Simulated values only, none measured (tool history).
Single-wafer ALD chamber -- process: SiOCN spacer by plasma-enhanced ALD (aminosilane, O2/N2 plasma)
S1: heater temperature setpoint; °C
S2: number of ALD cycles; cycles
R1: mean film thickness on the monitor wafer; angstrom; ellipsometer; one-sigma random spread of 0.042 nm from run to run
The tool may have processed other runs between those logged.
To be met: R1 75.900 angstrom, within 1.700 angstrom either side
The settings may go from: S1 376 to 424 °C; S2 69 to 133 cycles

run 1 day=0.000 | S1=400 S2=101 | R1=60.567
run 2 day=0.171 | S1=409 S2=101 | R1=60.098
run 3 day=0.358 | S1=403 S2=101 | R1=60.789
run 4 day=0.450 | S1=396 S2=101 | R1=61.246
run 5 day=0.646 | S1=396 S2=106 | R1=63.652
run 6 day=0.921 | S1=396 S2=110 | R1=66.451
run 7 day=1.079 | S1=396 S2=113 | R1=68.109
run 8 day=1.129 | S1=396 S2=116 | R1=70.348
run 9 day=1.196 | S1=396 S2=118 | R1=70.958
run 10 day=1.250 | S1=396 S2=120 | R1=72.440
run 11 day=1.617 | S1=396 S2=121 | R1=73.382
run 12 day=1.904 | S1=396 S2=122 | R1=73.309
run 13 day=2.129 | S1=396 S2=123 | R1=73.563

Next run, 5 choices. One meets every target within its allowed miss, the rest don't. Which?
run A day=2.354 | S1=389 S2=133 | R1=?
run B day=2.354 | S1=387 S2=130 | R1=?
run C day=2.354 | S1=400 S2=133 | R1=?
run D day=2.354 | S1=398 S2=126 | R1=?
run E day=2.354 | S1=404 S2=119 | R1=?

move=A R1=80.203
move=B R1=78.394
move=C R1=80.203
move=D R1=75.982
move=E R1=71.761
A: carries the result that was furthest off beyond its target, to the other side
B: carries the result that was furthest off beyond its target, to the other side
C: carries the result that was furthest off beyond its target, to the other side
D: each result inside its tolerance
E: lands further from the targets than the last run did
The move that meets every target is D.
